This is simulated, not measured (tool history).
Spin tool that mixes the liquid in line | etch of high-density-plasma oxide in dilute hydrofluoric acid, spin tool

run  hour  temperature setpoint of the liquid (C)  parts of water to one part of 49 % hydrofluoric acid (parts by volume)  time under the liquid (s)  thickness taken off the high-density-plasma oxide on a monitor wafer (Å)
  1     0                                      25                                                                     230                        285                                                                       105
  2   5.1                                    25.5                                                                     230                        285                                                                     108.6
  3   9.9                                    25.5                                                                     230                        285                                                                    107.97
  4  14.5                                    25.5                                                                     275                        285                                                                    86.626
  5  20.5                                      26                                                                     270                        285                                                                    90.037
  6  23.8                                    26.5                                                                     265                        285                                                                    93.292
  7  27.4                                      27                                                                     260                        285                                                                    97.399

Run 8 has not been measured yet. What should we expect?
  8  33.9                                    27.5                                                                     255                        285                                                                         ?

thickness taken off the high-density-plasma oxide on a monitor wafer (Å): 101.91
